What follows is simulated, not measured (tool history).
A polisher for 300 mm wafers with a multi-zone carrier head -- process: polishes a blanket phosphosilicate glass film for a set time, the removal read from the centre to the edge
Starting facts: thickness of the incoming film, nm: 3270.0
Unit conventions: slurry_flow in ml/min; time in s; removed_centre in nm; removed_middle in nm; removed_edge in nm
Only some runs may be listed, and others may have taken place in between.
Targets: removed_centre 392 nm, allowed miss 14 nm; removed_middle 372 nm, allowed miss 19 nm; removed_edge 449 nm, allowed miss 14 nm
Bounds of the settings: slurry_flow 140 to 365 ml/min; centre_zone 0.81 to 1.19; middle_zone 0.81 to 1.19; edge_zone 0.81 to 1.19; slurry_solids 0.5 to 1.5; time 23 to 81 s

run,hour,slurry_flow,centre_zone,middle_zone,edge_zone,slurry_solids,time,removed_centre,removed_middle,removed_edge
1,0,235,1,1,1,1,52,260.9,260.73,256.7
2,5.1,235,1,1,1,1,41,204.8,209.27,203.1
3,8.4,205,1,1,1,1,41,204.75,201.03,200.99
4,14.6,240,1,1,1,1,41,205.78,212.1,203.5
5,20.1,240,1,1,1,1.1,41,221.47,219.58,216.38
6,25.2,245,0.98,0.99,1.04,1.2,45,251.4,255.75,252.75
7,31.9,180,0.91,0.89,1.14,1.45,59,312.12,312.28,365.83
8,39.6,195,0.92,0.89,1.15,1.45,60,325.3,315.51,383.42
9,48.6,215,0.93,0.91,1.16,1.45,60,341.35,335.01,383.49
10,51.6,225,0.92,0.9,1.17,1.45,61,341.28,327.07,392.81
11,58.6,225,0.92,0.9,1.17,1.45,62,344.47,339.24,398.46
12,64.7,225,0.92,0.9,1.17,1.45,63,350.11,355.16,407.58
13,69.2,230,0.93,0.89,1.17,1.45,64,358.43,351.45,408.06
14,78.3,225,0.93,0.88,1.17,1.45,65,368.49,347.39,415.63
15,82.4,225,0.93,0.88,1.17,1.45,66,381.05,359.55,421.54

Which single option among these 4 for the next run brings every result within its allowed miss of target? Just one does.
A,86.5,240,1.03,0.89,1.05,1.35,71,?,?,?
B,86.5,215,0.83,0.87,1.19,1.35,71,?,?,?
C,86.5,240,0.94,0.88,1.18,1.5,68,?,?,?
D,86.5,245,0.97,0.97,1.16,1.2,67,?,?,?

move,removed_centre,removed_middle,removed_edge
A,433.51,376.09,415.09
B,350.35,363.8,436.76
C,399.1,372.98,440.14
D,367.89,361.99,389.8
A: its largest miss is bigger than the last run's
B: the furthest-off result lands on target, but another misses its tolerance
C: all results land within tolerance of their targets
D: its largest miss is bigger than the last run's
Move C is the one to make.

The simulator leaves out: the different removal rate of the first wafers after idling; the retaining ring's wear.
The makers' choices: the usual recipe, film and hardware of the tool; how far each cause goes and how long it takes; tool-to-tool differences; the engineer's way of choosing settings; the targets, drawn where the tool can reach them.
